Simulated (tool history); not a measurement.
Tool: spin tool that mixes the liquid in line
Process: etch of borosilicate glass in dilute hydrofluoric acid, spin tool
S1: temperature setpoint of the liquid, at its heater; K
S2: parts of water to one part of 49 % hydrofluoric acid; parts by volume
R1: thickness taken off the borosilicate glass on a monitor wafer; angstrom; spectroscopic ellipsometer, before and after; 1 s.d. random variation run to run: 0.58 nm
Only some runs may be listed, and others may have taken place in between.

run 1 day=0 | S1=298.15 S2=105 time_under_the_liquid_(s)=80 | R1=225.47
run 2 day=0.242 | S1=298.15 S2=90 time_under_the_liquid_(s)=80 | R1=271.48
run 3 day=0.596 | S1=298.15 S2=100 time_under_the_liquid_(s)=80 | R1=240.59
run 4 day=0.775 | S1=298.15 S2=85 time_under_the_liquid_(s)=80 | R1=289.45
run 5 day=1.038 | S1=300.65 S2=70 time_under_the_liquid_(s)=80 | R1=395.3
run 6 day=1.167 | S1=302.65 S2=60 time_under_the_liquid_(s)=80 | R1=506.24
run 7 day=1.308 | S1=303.65 S2=55 time_under_the_liquid_(s)=80 | R1=585.09
run 8 day=1.354 | S1=304.65 S2=55 time_under_the_liquid_(s)=80 | R1=599.98
run 9 day=1.554 | S1=306.15 S2=45 time_under_the_liquid_(s)=80 | R1=794.34
run 10 day=1.912 | S1=305.65 S2=45 time_under_the_liquid_(s)=80 | R1=773.43
run 11 day=2.054 | S1=305.65 S2=45 time_under_the_liquid_(s)=80 | R1=777.12
run 12 day=2.358 | S1=305.15 S2=45 time_under_the_liquid_(s)=80 | R1=756.91
run 13 day=2.588 | S1=304.65 S2=45 time_under_the_liquid_(s)=80 | R1=756.82
run 14 day=2.738 | S1=304.15 S2=45 time_under_the_liquid_(s)=80 | R1=728.84

Forecast run 15:
run 15 day=3.012 | S1=303.65 S2=45 time_under_the_liquid_(s)=80 | R1=?

{"run 15": {"R1": 721.55}}
